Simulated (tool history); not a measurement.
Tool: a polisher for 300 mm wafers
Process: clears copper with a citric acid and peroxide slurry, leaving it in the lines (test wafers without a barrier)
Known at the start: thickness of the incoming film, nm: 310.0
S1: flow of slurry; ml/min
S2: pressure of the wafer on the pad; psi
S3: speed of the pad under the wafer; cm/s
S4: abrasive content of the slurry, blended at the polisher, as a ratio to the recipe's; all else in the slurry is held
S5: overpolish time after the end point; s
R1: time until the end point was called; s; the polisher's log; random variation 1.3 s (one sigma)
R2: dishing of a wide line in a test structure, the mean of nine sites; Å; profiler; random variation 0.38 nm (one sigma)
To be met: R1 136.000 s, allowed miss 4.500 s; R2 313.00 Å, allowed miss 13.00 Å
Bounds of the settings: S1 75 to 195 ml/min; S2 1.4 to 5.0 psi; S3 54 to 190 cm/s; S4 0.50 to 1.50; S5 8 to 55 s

{"run": 1, "hour": 0.0, "S1": 125, "S2": 3.2, "S3": 122, "S4": 1.0, "S5": 28, "R1": 106.75, "R2": 500.16}
{"run": 2, "hour": 6.3, "S1": 155, "S2": 3.2, "S3": 122, "S4": 1.0, "S5": 28, "R1": 101.88, "R2": 509.95}
{"run": 3, "hour": 11.8, "S1": 155, "S2": 3.2, "S3": 122, "S4": 1.2, "S5": 28, "R1": 99.292, "R2": 553.03}
{"run": 4, "hour": 13.9, "S1": 155, "S2": 3.0, "S3": 122, "S4": 1.15, "S5": 26, "R1": 104.22, "R2": 485.09}
{"run": 5, "hour": 17.7, "S1": 175, "S2": 3.0, "S3": 122, "S4": 1.15, "S5": 26, "R1": 102.15, "R2": 504.61}
{"run": 6, "hour": 21.2, "S1": 175, "S2": 3.0, "S3": 132, "S4": 1.15, "S5": 26, "R1": 97.396, "R2": 527.07}
{"run": 7, "hour": 28.5, "S1": 175, "S2": 2.8, "S3": 132, "S4": 1.1, "S5": 25, "R1": 103.13, "R2": 474.41}
{"run": 8, "hour": 30.9, "S1": 170, "S2": 2.6, "S3": 132, "S4": 1.05, "S5": 24, "R1": 110.49, "R2": 441.46}
{"run": 9, "hour": 37.4, "S1": 150, "S2": 1.8, "S3": 132, "S4": 1.1, "S5": 17, "R1": 142.06, "R2": 257.85}
{"run": 10, "hour": 39.3, "S1": 155, "S2": 1.8, "S3": 132, "S4": 1.1, "S5": 18, "R1": 140.32, "R2": 270.97}
{"run": 11, "hour": 41.3, "S1": 170, "S2": 1.8, "S3": 132, "S4": 1.1, "S5": 23, "R1": 140.55, "R2": 346.58}

Which of these 4 next moves meets every target?
{"run": "A", "hour": 43.3, "S1": 185, "S2": 1.6, "S3": 152, "S4": 0.95, "S5": 24, "R1": "?", "R2": "?"}
{"run": "B", "hour": 43.3, "S1": 175, "S2": 1.6, "S3": 164, "S4": 0.9, "S5": 18, "R1": "?", "R2": "?"}
{"run": "C", "hour": 43.3, "S1": 190, "S2": 1.9, "S3": 126, "S4": 1.15, "S5": 20, "R1": "?", "R2": "?"}
{"run": "D", "hour": 43.3, "S1": 185, "S2": 1.7, "S3": 124, "S4": 1.1, "S5": 23, "R1": "?", "R2": "?"}

move=A R1=137.180 R2=357.78
move=B R1=132.100 R2=288.57
move=C R1=135.140 R2=311.95
move=D R1=148.820 R2=322.76
A: further off than the last run
B: takes the result that was furthest off past its target
C: meets every target
D: brings the result that was furthest off to its target, and leaves another outside
Move C is the one to make.
